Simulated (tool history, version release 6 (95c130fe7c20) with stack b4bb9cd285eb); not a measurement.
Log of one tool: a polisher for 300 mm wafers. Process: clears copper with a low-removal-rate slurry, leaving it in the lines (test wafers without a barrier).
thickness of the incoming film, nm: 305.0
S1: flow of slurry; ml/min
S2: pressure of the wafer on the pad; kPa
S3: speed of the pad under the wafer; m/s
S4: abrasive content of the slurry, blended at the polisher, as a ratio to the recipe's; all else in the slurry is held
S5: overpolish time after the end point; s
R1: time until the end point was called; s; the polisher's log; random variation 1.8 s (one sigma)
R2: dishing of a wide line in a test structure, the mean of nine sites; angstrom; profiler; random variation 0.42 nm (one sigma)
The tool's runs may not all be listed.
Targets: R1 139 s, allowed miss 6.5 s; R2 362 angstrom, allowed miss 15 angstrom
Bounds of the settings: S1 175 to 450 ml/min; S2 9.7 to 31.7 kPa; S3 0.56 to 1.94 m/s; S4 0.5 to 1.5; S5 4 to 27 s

{"run": 1, "day": 0.0, "S1": 290, "S2": 20.7, "S3": 1.24, "S4": 1, "S5": 14, "R1": 100.32, "R2": 297.94}
{"run": 2, "day": 0.275, "S1": 290, "S2": 19.3, "S3": 1.24, "S4": 1, "S5": 16, "R1": 110.97, "R2": 312.68}
{"run": 3, "day": 0.312, "S1": 290, "S2": 18.6, "S3": 1.24, "S4": 1, "S5": 17, "R1": 111.78, "R2": 321.25}
{"run": 4, "day": 0.421, "S1": 290, "S2": 18.6, "S3": 1.4, "S4": 1, "S5": 17, "R1": 99.553, "R2": 338.47}
{"run": 5, "day": 0.446, "S1": 295, "S2": 17.2, "S3": 1.36, "S4": 1, "S5": 19, "R1": 111.99, "R2": 340.05}
{"run": 6, "day": 0.783, "S1": 295, "S2": 17.2, "S3": 1.66, "S4": 1, "S5": 19, "R1": 94.167, "R2": 395.93}
{"run": 7, "day": 0.892, "S1": 295, "S2": 15.2, "S3": 1.64, "S4": 1, "S5": 20, "R1": 107.26, "R2": 372.82}
{"day": 1.146, "done": "worn pad replaced by a new one"}
{"run": 8, "day": 1.146, "S1": 295, "S2": 13.8, "S3": 1.64, "S4": 1, "S5": 21, "R1": 106.1, "R2": 385.76}
{"run": 9, "day": 1.275, "S1": 295, "S2": 12.4, "S3": 1.58, "S4": 1, "S5": 22, "R1": 117.75, "R2": 352.56}
{"run": 10, "day": 1.317, "S1": 295, "S2": 11.7, "S3": 1.56, "S4": 1, "S5": 23, "R1": 129.27, "R2": 348.83}
{"run": 11, "day": 1.521, "S1": 295, "S2": 10.3, "S3": 1.56, "S4": 1, "S5": 25, "R1": 144.17, "R2": 331.86}

5 next moves are on the table. One of them brings every result within its allowed miss. Which?
{"run": "A", "day": 1.725, "S1": 360, "S2": 12.4, "S3": 1.54, "S4": 0.85, "S5": 21, "R1": "?", "R2": "?"}
{"run": "B", "day": 1.725, "S1": 240, "S2": 10.3, "S3": 1.8, "S4": 0.7, "S5": 23, "R1": "?", "R2": "?"}
{"run": "C", "day": 1.725, "S1": 355, "S2": 9.7, "S3": 1.54, "S4": 1, "S5": 26, "R1": "?", "R2": "?"}
{"run": "D", "day": 1.725, "S1": 235, "S2": 10.3, "S3": 1.84, "S4": 0.95, "S5": 22, "R1": "?", "R2": "?"}
{"run": "E", "day": 1.725, "S1": 330, "S2": 11, "S3": 1.52, "S4": 0.95, "S5": 26, "R1": "?", "R2": "?"}

move=A R1=121.9 R2=339.78
move=B R1=136.8 R2=329.02
move=C R1=149.35 R2=335.46
move=D R1=125.97 R2=338.23
move=E R1=135.43 R2=363.85
A: further off than the last run
B: further off than the last run
C: nearer than the last run, and not there yet
D: as far off as the last run
E: meets every target
Answer: E
